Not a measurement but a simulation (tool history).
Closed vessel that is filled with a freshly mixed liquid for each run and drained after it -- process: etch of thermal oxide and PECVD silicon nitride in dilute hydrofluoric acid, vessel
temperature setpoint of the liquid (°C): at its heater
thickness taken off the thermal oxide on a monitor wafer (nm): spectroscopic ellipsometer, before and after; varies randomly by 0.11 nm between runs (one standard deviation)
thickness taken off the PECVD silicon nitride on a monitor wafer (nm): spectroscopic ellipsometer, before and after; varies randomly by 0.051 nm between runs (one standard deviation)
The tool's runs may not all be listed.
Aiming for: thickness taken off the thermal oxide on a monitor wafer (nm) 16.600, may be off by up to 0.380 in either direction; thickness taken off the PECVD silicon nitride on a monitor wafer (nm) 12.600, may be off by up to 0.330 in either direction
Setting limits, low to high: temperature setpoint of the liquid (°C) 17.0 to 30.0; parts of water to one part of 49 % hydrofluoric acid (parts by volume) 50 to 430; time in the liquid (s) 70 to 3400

run  hour  temperature setpoint of the liquid (°C)  parts of water to one part of 49 % hydrofluoric acid (parts by volume)  time in the liquid (s)  thickness taken off the thermal oxide on a monitor wafer (nm)  thickness taken off the PECVD silicon nitride on a monitor wafer (nm)
  1   0.0                                     22.0                                                                     240                    1735                                                         29.519                                                                 27.962
  2   2.6                                     25.5                                                                     240                    1735                                                         33.436                                                                 34.801
  3  10.6                                     25.5                                                                     240                    2415                                                         46.328                                                                 48.382
  4  11.7                                     24.0                                                                     255                    2225                                                         37.228                                                                 37.865
     15.4  -- thermometer replaced
  5  15.4                                     22.5                                                                     265                    2065                                                         29.166                                                                 27.842
  6  21.2                                     21.5                                                                     275                    2050                                                         26.908                                                                 25.024
  7  24.9                                     20.5                                                                     285                    2030                                                         24.688                                                                 22.372
  8  30.8                                     20.0                                                                     295                    2005                                                         22.785                                                                 20.735
  9  34.1                                     17.0                                                                     285                    1380                                                         14.600                                                                 12.163

Exactly one of the 4 candidate moves below puts every result within its allowed miss. Which one?
  A  37.4                                     17.5                                                                     190                     945                                                              ?                                                                      ?
  B  37.4                                     18.5                                                                     225                    1030                                                              ?                                                                      ?
  C  37.4                                     20.0                                                                     365                    1485                                                              ?                                                                      ?
  D  37.4                                     18.0                                                                     295                    1455                                                              ?                                                                      ?

move  thickness taken off the thermal oxide on a monitor wafer (nm)  thickness taken off the PECVD silicon nitride on a monitor wafer (nm)
   A                                                         16.598                                                                 12.697
   B                                                         15.380                                                                 12.573
   C                                                         12.768                                                                 12.526
   D                                                         15.277                                                                 13.256
A: all results land within tolerance of their targets
B: gains on the last run, yet a result remains outside its allowed miss
C: further off than the last run
D: gains on the last run, yet a result remains outside its allowed miss
Correct choice: A, which meets every target
